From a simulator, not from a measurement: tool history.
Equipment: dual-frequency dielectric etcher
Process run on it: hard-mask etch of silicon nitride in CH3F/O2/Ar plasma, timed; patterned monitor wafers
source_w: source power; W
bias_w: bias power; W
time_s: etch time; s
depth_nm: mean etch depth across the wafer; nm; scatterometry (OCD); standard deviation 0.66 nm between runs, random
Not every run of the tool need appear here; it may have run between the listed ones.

run,hour,source_w,bias_w,time_s,depth_nm
1,0,390,88,162.5,126.21
2,6.1,400,88,162.5,125.94
3,6.8,410,88,162.5,127.45
4,9.5,420,88,162.5,127.96
5,10.6,420,74,162.5,123.21
6,12.2,430,75,162.5,124.2
7,20.7,440,75,162.5,125.39
8,27,450,75,162.5,125.69
9,34.9,460,76,162.5,126.98
10,41.5,460,76,162.5,127.2
11,44.6,470,76,162.5,128.08
12,46,470,76,162.5,127.75

Run 13, settings as shown, results not yet in. Your forecast:
13,52.9,480,76,162.5,?

depth_nm: 128.37 nm
